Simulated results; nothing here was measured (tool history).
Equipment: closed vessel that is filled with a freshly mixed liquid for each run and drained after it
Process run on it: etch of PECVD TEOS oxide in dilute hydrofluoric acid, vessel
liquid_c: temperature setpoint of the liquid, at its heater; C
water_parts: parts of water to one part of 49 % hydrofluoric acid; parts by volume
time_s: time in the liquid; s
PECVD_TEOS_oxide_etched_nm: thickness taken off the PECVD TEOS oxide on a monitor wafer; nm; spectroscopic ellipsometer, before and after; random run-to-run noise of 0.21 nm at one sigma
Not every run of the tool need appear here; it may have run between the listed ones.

Run 1, day 0.000: liquid_c 24.0 C, water_parts 170 parts by volume, time_s 215 s. Result: PECVD_TEOS_oxide_etched_nm 17.831 nm.
Run 2, day 0.100: liquid_c 25.0 C, water_parts 170 parts by volume, time_s 215 s. Result: PECVD_TEOS_oxide_etched_nm 18.733 nm.
Run 3, day 0.129: liquid_c 25.0 C, water_parts 190 parts by volume, time_s 215 s. Result: PECVD_TEOS_oxide_etched_nm 16.628 nm.
Run 4, day 0.325: liquid_c 21.5 C, water_parts 190 parts by volume, time_s 215 s. Result: PECVD_TEOS_oxide_etched_nm 14.254 nm.
Run 5, day 0.679: liquid_c 22.5 C, water_parts 185 parts by volume, time_s 215 s. Result: PECVD_TEOS_oxide_etched_nm 15.533 nm.
Run 6, day 0.862: liquid_c 20.0 C, water_parts 185 parts by volume, time_s 215 s. Result: PECVD_TEOS_oxide_etched_nm 13.983 nm.
Run 7, day 1.179: liquid_c 21.0 C, water_parts 180 parts by volume, time_s 215 s. Result: PECVD_TEOS_oxide_etched_nm 14.811 nm.
Run 8, day 1.362: liquid_c 22.0 C, water_parts 180 parts by volume, time_s 215 s. Result: PECVD_TEOS_oxide_etched_nm 15.865 nm.
Run 9, day 1.446: liquid_c 23.0 C, water_parts 180 parts by volume, time_s 215 s. Result: PECVD_TEOS_oxide_etched_nm 16.194 nm.
Run 10, day 1.638: liquid_c 24.0 C, water_parts 180 parts by volume, time_s 215 s. Result: PECVD_TEOS_oxide_etched_nm 16.920 nm.

Forecast run 11:
Run 11, day 1.992: liquid_c 25.0 C, water_parts 180 parts by volume, time_s 215 s. Result: PECVD_TEOS_oxide_etched_nm ?.

{"run 11": {"PECVD_TEOS_oxide_etched_nm": 17.556}}

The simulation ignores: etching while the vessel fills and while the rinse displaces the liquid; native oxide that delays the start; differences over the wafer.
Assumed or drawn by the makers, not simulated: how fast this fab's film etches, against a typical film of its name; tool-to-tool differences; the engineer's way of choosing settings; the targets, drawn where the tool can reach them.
